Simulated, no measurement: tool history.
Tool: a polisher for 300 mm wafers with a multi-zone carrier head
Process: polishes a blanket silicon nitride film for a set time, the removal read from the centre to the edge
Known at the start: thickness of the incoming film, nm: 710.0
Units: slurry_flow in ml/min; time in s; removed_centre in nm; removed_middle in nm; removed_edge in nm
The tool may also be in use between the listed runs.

Run 1, hour 0.0: slurry_flow 260 ml/min, centre_zone 1.00, middle_zone 1.00, edge_zone 1.00, time 88 s. Result: removed_centre 132.65 nm, removed_middle 125.87 nm, removed_edge 126.29 nm.
Run 2, hour 2.3: slurry_flow 260 ml/min, centre_zone 1.00, middle_zone 1.00, edge_zone 1.00, time 99 s. Result: removed_centre 152.55 nm, removed_middle 144.61 nm, removed_edge 144.79 nm.
Run 3, hour 5.0: slurry_flow 255 ml/min, centre_zone 0.99, middle_zone 0.97, edge_zone 1.00, time 96 s. Result: removed_centre 146.75 nm, removed_middle 134.65 nm, removed_edge 138.36 nm.
Run 4, hour 7.7: slurry_flow 250 ml/min, centre_zone 0.97, middle_zone 0.95, edge_zone 1.00, time 94 s. Result: removed_centre 138.20 nm, removed_middle 129.02 nm, removed_edge 135.73 nm.
Run 5, hour 8.3: slurry_flow 250 ml/min, centre_zone 0.97, middle_zone 0.95, edge_zone 1.00, time 116 s. Result: removed_centre 170.65 nm, removed_middle 159.76 nm, removed_edge 168.21 nm.
Run 6, hour 13.1: slurry_flow 250 ml/min, centre_zone 0.97, middle_zone 0.95, edge_zone 1.09, time 116 s. Result: removed_centre 175.94 nm, removed_middle 160.48 nm, removed_edge 170.83 nm.
Run 7, hour 21.4: slurry_flow 245 ml/min, centre_zone 0.97, middle_zone 0.93, edge_zone 1.09, time 110 s. Result: removed_centre 161.03 nm, removed_middle 147.81 nm, removed_edge 164.58 nm.
At hour 22.3: centre zone pressure recalibrated.
Run 8, hour 22.3: slurry_flow 245 ml/min, centre_zone 0.98, middle_zone 0.92, edge_zone 1.07, time 105 s. Result: removed_centre 146.89 nm, removed_middle 142.74 nm, removed_edge 156.72 nm.
Run 9, hour 28.7: slurry_flow 270 ml/min, centre_zone 0.95, middle_zone 0.92, edge_zone 1.09, time 100 s. Result: removed_centre 135.66 nm, removed_middle 136.34 nm, removed_edge 152.42 nm.
Run 10, hour 29.4: slurry_flow 255 ml/min, centre_zone 0.97, middle_zone 0.91, edge_zone 1.08, time 97 s. Result: removed_centre 133.61 nm, removed_middle 131.30 nm, removed_edge 144.44 nm.

Forecast run 11:
Run 11, hour 31.3: slurry_flow 240 ml/min, centre_zone 1.00, middle_zone 0.89, edge_zone 1.10, time 94 s. Result: removed_centre ?, removed_middle ?, removed_edge ?.

{"run 11": {"removed_centre": 130.32, "removed_middle": 126.05, "removed_edge": 142.36}}

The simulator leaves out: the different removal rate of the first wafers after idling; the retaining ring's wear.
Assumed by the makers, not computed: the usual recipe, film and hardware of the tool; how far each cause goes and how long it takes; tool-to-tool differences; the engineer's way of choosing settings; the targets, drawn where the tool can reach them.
